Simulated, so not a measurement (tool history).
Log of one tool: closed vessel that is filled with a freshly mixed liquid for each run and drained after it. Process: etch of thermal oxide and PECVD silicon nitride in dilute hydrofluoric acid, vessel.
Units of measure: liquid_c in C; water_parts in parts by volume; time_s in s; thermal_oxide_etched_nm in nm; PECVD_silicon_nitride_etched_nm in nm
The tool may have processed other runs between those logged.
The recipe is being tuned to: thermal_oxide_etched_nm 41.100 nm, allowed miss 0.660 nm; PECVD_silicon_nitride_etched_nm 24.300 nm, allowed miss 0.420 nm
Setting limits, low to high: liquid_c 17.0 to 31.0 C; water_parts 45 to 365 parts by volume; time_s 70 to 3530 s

run,hour,liquid_c,water_parts,time_s,thermal_oxide_etched_nm,PECVD_silicon_nitride_etched_nm
1,0.0,23.0,205,1800,32.746,23.514
2,1.9,23.0,205,2470,44.909,31.913
3,7.8,23.0,205,1765,32.125,22.776
4,11.4,21.5,205,1765,30.102,20.925
5,12.3,21.0,185,1705,32.590,21.486
6,19.3,21.0,175,1665,33.965,22.228
7,23.4,21.0,165,1630,35.598,23.026
8,30.2,20.5,155,1605,36.737,23.256
9,32.7,20.5,150,1585,37.948,23.769
10,40.5,20.5,145,1570,39.241,24.219
11,47.8,20.5,140,1560,40.560,25.047
12,52.5,20.5,140,1550,40.492,24.865
13,56.1,19.5,125,1515,43.119,25.404
14,62.8,19.5,125,1520,42.760,25.616
15,68.3,19.0,125,1525,42.421,24.678
16,70.1,19.0,125,1530,42.747,24.999
17,77.4,19.0,125,1530,42.636,24.745
18,84.8,19.0,125,1535,42.348,24.743
19,93.5,19.0,125,1540,42.619,24.950
20,99.3,19.0,125,1545,42.331,24.996

Of the 4 settings listed for the next run, only one would bring every result within its allowed miss of target. Which one?
A,105.1,19.5,125,1445,?,?
B,105.1,18.5,95,1180,?,?
C,105.1,18.5,115,1510,?,?
D,105.1,17.5,110,1450,?,?

move,thermal_oxide_etched_nm,PECVD_silicon_nitride_etched_nm
A,40.726,24.307
B,43.370,24.211
C,44.877,25.732
D,43.447,24.081
A: meets every target
B: lands further from the targets than the last run did
C: lands further from the targets than the last run did
D: lands further from the targets than the last run did
The right move is A.

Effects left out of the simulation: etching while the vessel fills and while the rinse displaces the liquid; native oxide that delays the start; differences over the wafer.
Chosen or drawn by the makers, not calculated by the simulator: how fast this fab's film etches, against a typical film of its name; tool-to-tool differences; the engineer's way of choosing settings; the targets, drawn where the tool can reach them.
